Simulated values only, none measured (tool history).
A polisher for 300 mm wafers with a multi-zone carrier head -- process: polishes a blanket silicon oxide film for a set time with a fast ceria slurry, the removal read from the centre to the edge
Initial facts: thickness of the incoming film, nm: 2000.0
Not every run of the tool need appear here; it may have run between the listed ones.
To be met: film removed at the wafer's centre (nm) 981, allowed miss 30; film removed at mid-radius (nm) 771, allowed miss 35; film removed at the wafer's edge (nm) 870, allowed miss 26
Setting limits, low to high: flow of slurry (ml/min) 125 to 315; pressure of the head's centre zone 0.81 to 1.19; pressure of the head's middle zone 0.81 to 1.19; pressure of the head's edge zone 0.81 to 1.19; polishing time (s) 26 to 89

| run | day | flow of slurry (ml/min) | pressure of the head's centre zone | pressure of the head's middle zone | pressure of the head's edge zone | polishing time (s) | film removed at the wafer's centre (nm) | film removed at mid-radius (nm) | film removed at the wafer's edge (nm) |
|---|---|---|---|---|---|---|---|---|---|
| 1 | 0 | 205 | 1 | 1 | 1 | 57 | 807.86 | 789.3 | 873.47 |
| 2 | 0.158 | 205 | 1 | 1 | 0.96 | 57 | 817.82 | 793.12 | 843.73 |
| 3 | 0.396 | 225 | 1 | 1 | 0.96 | 57 | 817.57 | 783.52 | 862.09 |
| 4 | 0.442 | 205 | 1 | 1 | 0.96 | 57 | 806.54 | 795.14 | 831.1 |
| 5 | 0.704 | 205 | 1 | 1 | 1.01 | 57 | 804.25 | 795.37 | 877.85 |
| 6 | 0.796 | 205 | 1 | 1 | 1.04 | 57 | 808.2 | 769.14 | 888.71 |
| 7 | 1.158 | 215 | 1.03 | 1 | 1.03 | 57 | 848 | 799.76 | 869.79 |
| 8 | 1.358 | 260 | 1.13 | 0.9 | 1.06 | 57 | 917.91 | 730.88 | 913.3 |
| 9 | 1.7 | 260 | 1.14 | 0.91 | 1.05 | 57 | 914.08 | 745.81 | 902.45 |
| 10 | 1.746 | 260 | 1.15 | 0.9 | 1.02 | 57 | 943.5 | 746.63 | 873.2 |
| 11 | 1.992 | 260 | 1.15 | 0.9 | 1.02 | 57 | 936.7 | 737.91 | 880.46 |
| 12 | 2.258 | 260 | 1.15 | 0.9 | 1.02 | 57 | 941.32 | 726.75 | 899.54 |
| 13 | 2.604 | 260 | 1.16 | 0.91 | 1.01 | 57 | 925.68 | 747 | 882.55 |
| 14 | 2.758 | 260 | 1.17 | 0.91 | 0.99 | 57 | 928.19 | 740.39 | 884.88 |
| 15 | 2.925 | 315 | 1.19 | 0.93 | 0.89 | 57 | 985.54 | 802.18 | 844.47 |

4 next moves are on the table. One of them brings every result within its allowed miss. Which?
| A | 3.092 | 315 | 1.19 | 0.96 | 0.81 | 64 | ? | ? | ? |
| B | 3.092 | 315 | 1.19 | 0.83 | 0.88 | 61 | ? | ? | ? |
| C | 3.092 | 315 | 1.19 | 0.96 | 0.83 | 58 | ? | ? | ? |
| D | 3.092 | 315 | 1.19 | 0.91 | 0.95 | 57 | ? | ? | ? |

| move | film removed at the wafer's centre (nm) | film removed at mid-radius (nm) | film removed at the wafer's edge (nm) |
|---|---|---|---|
| A | 1081.5 | 907.71 | 906.04 |
| B | 1029.9 | 772.55 | 898.64 |
| C | 980.1 | 822.59 | 830.24 |
| D | 962.88 | 775.01 | 870.23 |
A: pushes the last run's worst result past its target
B: pushes the last run's worst result past its target
C: its largest miss is bigger than the last run's
D: every result within its allowed miss
So the answer is move D, the one that meets all the targets.
